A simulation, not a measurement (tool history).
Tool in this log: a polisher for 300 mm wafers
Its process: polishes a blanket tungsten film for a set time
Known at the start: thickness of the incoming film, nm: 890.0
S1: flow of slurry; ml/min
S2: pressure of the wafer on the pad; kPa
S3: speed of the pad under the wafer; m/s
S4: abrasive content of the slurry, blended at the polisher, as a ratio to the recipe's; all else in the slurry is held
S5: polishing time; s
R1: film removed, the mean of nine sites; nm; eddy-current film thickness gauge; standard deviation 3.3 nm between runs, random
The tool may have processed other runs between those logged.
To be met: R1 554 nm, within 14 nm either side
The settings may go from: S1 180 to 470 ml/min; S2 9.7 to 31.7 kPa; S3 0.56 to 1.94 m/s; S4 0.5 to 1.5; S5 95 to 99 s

| run | day | S1 | S2 | S3 | S4 | S5 | R1 |
|---|---|---|---|---|---|---|---|
| 1 | 0 | 300 | 20.7 | 1.24 | 1 | 95 | 344.37 |
| 2 | 0.217 | 300 | 17.9 | 1.24 | 1 | 95 | 297.28 |
| 3 | 0.479 | 300 | 17.9 | 1.24 | 1 | 99 | 307.97 |
| 4 | 0.617 | 305 | 20.7 | 1.24 | 1 | 99 | 358.96 |
| 5 | 0.725 | 305 | 20.7 | 1.24 | 1.15 | 99 | 366.95 |
| 6 | 1.079 | 305 | 20.7 | 1.24 | 1 | 99 | 359.48 |
| 7 | 1.104 | 305 | 22.8 | 1.24 | 1 | 99 | 391.88 |
| 8 | 1.367 | 305 | 24.8 | 1.24 | 1 | 99 | 428.06 |
| 9 | 1.404 | 305 | 26.2 | 1.24 | 1 | 99 | 447.87 |
| 10 | 1.592 | 310 | 27.6 | 1.24 | 1 | 99 | 477.52 |
| 11 | 1.792 | 320 | 31 | 1.24 | 1 | 99 | 527.44 |

Which of these 4 next moves meets every target?
| A | 1.992 | 290 | 26.9 | 1.34 | 1 | 99 | ? |
| B | 1.992 | 180 | 24.8 | 1.42 | 1.4 | 95 | ? |
| C | 1.992 | 340 | 31.7 | 1.12 | 1.05 | 97 | ? |
| D | 1.992 | 290 | 31.7 | 1.28 | 0.95 | 99 | ? |

| move | R1 |
|---|---|
| A | 496.95 |
| B | 496.97 |
| C | 493.15 |
| D | 550.02 |
A: further off than the last run
B: further off than the last run
C: further off than the last run
D: in spec on every target
D is the move that brings every result within its allowed miss.
